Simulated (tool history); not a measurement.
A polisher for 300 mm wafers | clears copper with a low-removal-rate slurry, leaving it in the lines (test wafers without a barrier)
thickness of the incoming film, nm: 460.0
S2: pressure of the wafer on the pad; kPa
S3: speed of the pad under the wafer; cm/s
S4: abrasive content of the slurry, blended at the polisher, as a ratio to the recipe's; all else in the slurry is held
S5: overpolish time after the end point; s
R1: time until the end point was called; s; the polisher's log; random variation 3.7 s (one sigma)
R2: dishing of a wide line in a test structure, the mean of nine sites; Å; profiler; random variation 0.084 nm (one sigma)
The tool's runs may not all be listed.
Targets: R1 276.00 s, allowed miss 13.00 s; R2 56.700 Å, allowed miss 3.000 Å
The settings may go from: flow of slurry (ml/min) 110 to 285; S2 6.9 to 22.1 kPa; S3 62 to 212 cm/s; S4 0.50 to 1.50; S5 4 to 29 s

Run 1, day 0.000: flow of slurry (ml/min) 180, S2 14.5 kPa, S3 136 cm/s, S4 1.00, S5 15 s. Result: R1 192.19 s, R2 265.820 Å.
Run 2, day 0.204: flow of slurry (ml/min) 180, S2 13.1 kPa, S3 132 cm/s, S4 1.00, S5 13 s. Result: R1 216.51 s, R2 211.200 Å.
Run 3, day 0.246: flow of slurry (ml/min) 190, S2 11.7 kPa, S3 126 cm/s, S4 1.05, S5 11 s. Result: R1 245.72 s, R2 161.630 Å.
Run 4, day 0.508: flow of slurry (ml/min) 210, S2 10.3 kPa, S3 122 cm/s, S4 1.15, S5 9 s. Result: R1 274.77 s, R2 121.790 Å.
At day 0.704: slurry blender recalibrated.
Run 5, day 0.704: flow of slurry (ml/min) 210, S2 10.3 kPa, S3 152 cm/s, S4 1.15, S5 9 s. Result: R1 208.98 s, R2 157.430 Å.
Run 6, day 1.058: flow of slurry (ml/min) 210, S2 10.3 kPa, S3 138 cm/s, S4 1.15, S5 9 s. Result: R1 226.00 s, R2 144.080 Å.
Run 7, day 1.333: flow of slurry (ml/min) 225, S2 9.7 kPa, S3 130 cm/s, S4 1.25, S5 8 s. Result: R1 250.42 s, R2 123.030 Å.
Run 8, day 1.558: flow of slurry (ml/min) 240, S2 9.0 kPa, S3 126 cm/s, S4 1.30, S5 7 s. Result: R1 274.79 s, R2 97.838 Å.

Which of these 4 next moves meets every target?
Run A, day 1.783: flow of slurry (ml/min) 220, S2 10.3 kPa, S3 100 cm/s, S4 1.45, S5 4 s. Result: R1 ?, R2 ?.
Run B, day 1.783: flow of slurry (ml/min) 230, S2 9.7 kPa, S3 110 cm/s, S4 1.30, S5 13 s. Result: R1 ?, R2 ?.
Run C, day 1.783: flow of slurry (ml/min) 285, S2 8.3 kPa, S3 142 cm/s, S4 1.25, S5 9 s. Result: R1 ?, R2 ?.
Run D, day 1.783: flow of slurry (ml/min) 230, S2 8.3 kPa, S3 124 cm/s, S4 1.35, S5 9 s. Result: R1 ?, R2 ?.

move      R1       R2
   A  278.15   56.007
   B  281.39  166.040
   C  260.63  127.150
   D  292.00  114.600
A: meets every target
B: further off than the last run
C: further off than the last run
D: further off than the last run
The right move is A.

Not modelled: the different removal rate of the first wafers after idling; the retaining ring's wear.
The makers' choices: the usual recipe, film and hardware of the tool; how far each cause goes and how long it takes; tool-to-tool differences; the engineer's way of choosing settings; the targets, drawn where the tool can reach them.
